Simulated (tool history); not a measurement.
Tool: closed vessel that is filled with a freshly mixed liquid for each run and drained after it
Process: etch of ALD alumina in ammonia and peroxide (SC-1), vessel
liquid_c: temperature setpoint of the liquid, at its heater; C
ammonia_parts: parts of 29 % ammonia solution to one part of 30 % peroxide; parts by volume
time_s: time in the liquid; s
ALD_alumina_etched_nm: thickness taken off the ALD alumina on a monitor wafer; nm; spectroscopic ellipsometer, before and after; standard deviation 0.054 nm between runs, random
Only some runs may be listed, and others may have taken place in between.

Run 1, hour 0: liquid_c 52 C, ammonia_parts 0.55 parts by volume, time_s 325 s. Result: ALD_alumina_etched_nm 17.486 nm.
Run 2, hour 1.4: liquid_c 52 C, ammonia_parts 0.35 parts by volume, time_s 325 s. Result: ALD_alumina_etched_nm 16.822 nm.
Run 3, hour 6.8: liquid_c 50 C, ammonia_parts 0.35 parts by volume, time_s 325 s. Result: ALD_alumina_etched_nm 14.981 nm.
Run 4, hour 14.8: liquid_c 50 C, ammonia_parts 0.35 parts by volume, time_s 235 s. Result: ALD_alumina_etched_nm 10.93 nm.
Run 5, hour 17.2: liquid_c 49.5 C, ammonia_parts 0.35 parts by volume, time_s 235 s. Result: ALD_alumina_etched_nm 10.612 nm.
Run 6, hour 19.8: liquid_c 49 C, ammonia_parts 0.35 parts by volume, time_s 235 s. Result: ALD_alumina_etched_nm 10.298 nm.
Run 7, hour 22.4: liquid_c 48.5 C, ammonia_parts 0.35 parts by volume, time_s 235 s. Result: ALD_alumina_etched_nm 9.9476 nm.

For run 8, what comes out?
Run 8, hour 26.1: liquid_c 48 C, ammonia_parts 0.35 parts by volume, time_s 235 s. Result: ALD_alumina_etched_nm ?.

ALD_alumina_etched_nm: 9.6903 nm
